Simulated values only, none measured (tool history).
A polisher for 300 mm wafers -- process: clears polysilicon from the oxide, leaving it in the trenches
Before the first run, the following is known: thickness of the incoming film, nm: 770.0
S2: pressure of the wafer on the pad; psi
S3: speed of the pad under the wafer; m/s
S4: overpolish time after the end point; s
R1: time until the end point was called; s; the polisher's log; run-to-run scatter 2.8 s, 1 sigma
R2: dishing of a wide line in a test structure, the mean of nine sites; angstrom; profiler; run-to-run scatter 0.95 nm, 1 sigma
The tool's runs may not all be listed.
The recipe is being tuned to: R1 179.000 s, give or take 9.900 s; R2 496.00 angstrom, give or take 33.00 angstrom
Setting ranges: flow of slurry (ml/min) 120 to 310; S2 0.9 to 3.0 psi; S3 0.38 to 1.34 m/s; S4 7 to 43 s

run 1 day=0.000 | flow_of_slurry_(ml/min)=200 S2=1.9 S3=0.86 S4=22 | R1=81.011 R2=711.26
run 2 day=0.358 | flow_of_slurry_(ml/min)=200 S2=1.7 S3=0.80 S4=18 | R1=94.001 R2=626.03
run 3 day=0.579 | flow_of_slurry_(ml/min)=200 S2=1.4 S3=0.80 S4=18 | R1=106.140 R2=619.75
run 4 day=0.712 | flow_of_slurry_(ml/min)=200 S2=1.3 S3=0.74 S4=17 | R1=122.250 R2=569.38
run 5 day=0.762 | flow_of_slurry_(ml/min)=200 S2=1.3 S3=0.74 S4=22 | R1=122.950 R2=640.39
run 6 day=0.971 | flow_of_slurry_(ml/min)=200 S2=1.3 S3=0.74 S4=26 | R1=123.430 R2=673.21
run 7 day=1.304 | flow_of_slurry_(ml/min)=200 S2=1.2 S3=0.70 S4=23 | R1=134.670 R2=622.06
run 8 day=1.396 | flow_of_slurry_(ml/min)=200 S2=1.1 S3=0.66 S4=21 | R1=145.830 R2=599.24
run 9 day=1.496 | flow_of_slurry_(ml/min)=200 S2=1.1 S3=0.64 S4=19 | R1=153.120 R2=556.84
run 10 day=1.708 | flow_of_slurry_(ml/min)=200 S2=0.9 S3=0.60 S4=13 | R1=184.430 R2=389.59
run 11 day=2.029 | flow_of_slurry_(ml/min)=200 S2=0.9 S3=0.60 S4=15 | R1=183.740 R2=433.45
run 12 day=2.067 | flow_of_slurry_(ml/min)=200 S2=0.9 S3=0.60 S4=22 | R1=178.080 R2=531.24

Exactly one of the 5 candidate moves below puts every result within its allowed miss. Which one?
run A day=2.104 | flow_of_slurry_(ml/min)=220 S2=0.9 S3=0.60 S4=19 | R1=? R2=?
run B day=2.104 | flow_of_slurry_(ml/min)=210 S2=1.2 S3=0.58 S4=16 | R1=? R2=?
run C day=2.104 | flow_of_slurry_(ml/min)=230 S2=1.0 S3=0.52 S4=27 | R1=? R2=?
run D day=2.104 | flow_of_slurry_(ml/min)=190 S2=1.1 S3=0.54 S4=14 | R1=? R2=?
run E day=2.104 | flow_of_slurry_(ml/min)=195 S2=0.9 S3=0.72 S4=15 | R1=? R2=?

move=A R1=179.250 R2=494.88
move=B R1=145.870 R2=504.55
move=C R1=176.150 R2=595.84
move=D R1=164.550 R2=433.05
move=E R1=165.360 R2=450.96
A: all results in spec
B: puts the biggest miss on target and leaves a different result outside tolerance
C: the biggest miss grows against the last run
D: takes the biggest miss from the last run beyond its target
E: takes the biggest miss from the last run beyond its target
Correct choice: A, which meets every target
